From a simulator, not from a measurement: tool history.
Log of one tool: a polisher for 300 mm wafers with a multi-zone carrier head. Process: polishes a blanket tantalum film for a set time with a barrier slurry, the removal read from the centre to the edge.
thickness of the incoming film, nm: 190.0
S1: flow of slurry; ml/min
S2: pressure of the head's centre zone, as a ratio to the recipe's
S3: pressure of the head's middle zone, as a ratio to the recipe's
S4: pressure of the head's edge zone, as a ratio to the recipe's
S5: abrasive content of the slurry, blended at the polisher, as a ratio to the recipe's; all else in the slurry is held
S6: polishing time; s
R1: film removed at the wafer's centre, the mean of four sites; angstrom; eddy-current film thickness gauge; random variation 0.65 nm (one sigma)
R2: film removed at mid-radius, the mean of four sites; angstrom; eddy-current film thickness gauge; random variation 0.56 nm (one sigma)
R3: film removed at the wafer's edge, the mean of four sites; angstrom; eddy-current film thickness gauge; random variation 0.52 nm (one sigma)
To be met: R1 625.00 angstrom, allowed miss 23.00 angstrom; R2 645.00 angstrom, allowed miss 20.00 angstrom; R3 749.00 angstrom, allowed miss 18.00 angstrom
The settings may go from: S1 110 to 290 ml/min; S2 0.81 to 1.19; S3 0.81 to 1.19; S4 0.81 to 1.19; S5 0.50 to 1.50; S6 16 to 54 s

run	hour	S1	S2	S3	S4	S5	S6	R1	R2	R3
1	0.0	185	1.00	1.00	1.00	1.00	35	585.74	578.69	582.49
2	4.3	195	0.97	0.98	1.06	1.10	35	590.02	589.74	616.17
3	7.1	200	0.94	0.96	1.10	1.20	35	592.24	596.10	649.93
4	10.5	210	0.92	0.95	1.13	1.25	35	589.19	604.41	662.66
5	16.7	210	0.88	0.95	1.13	1.25	35	556.07	611.74	659.02
6	20.3	215	0.88	0.94	1.15	1.30	35	573.89	601.91	673.33
7	26.3	215	0.87	0.94	1.16	1.35	35	576.97	617.44	684.88
8	27.5	220	0.87	0.93	1.17	1.40	35	586.64	614.33	696.57
9	32.7	225	0.87	0.93	1.18	1.45	35	583.67	613.96	711.27
10	34.2	230	0.88	0.94	1.18	1.45	35	583.29	631.39	708.63

4 next moves are on the table. One of them brings every result within its allowed miss. Which?
A	35.7	230	0.94	1.00	1.07	1.35	35	?	?	?
B	35.7	170	0.89	0.94	1.18	1.45	38	?	?	?
C	35.7	215	0.95	0.99	1.04	1.40	37	?	?	?
D	35.7	205	0.87	0.99	1.14	1.50	38	?	?	?

move	R1	R2	R3
A	628.59	656.19	656.68
B	622.33	655.67	736.29
C	670.60	687.52	685.89
D	635.46	712.70	745.77
A: further off than the last run
B: meets every target
C: further off than the last run
D: brings the result that was furthest off to its target, and leaves another outside
The right move is B.
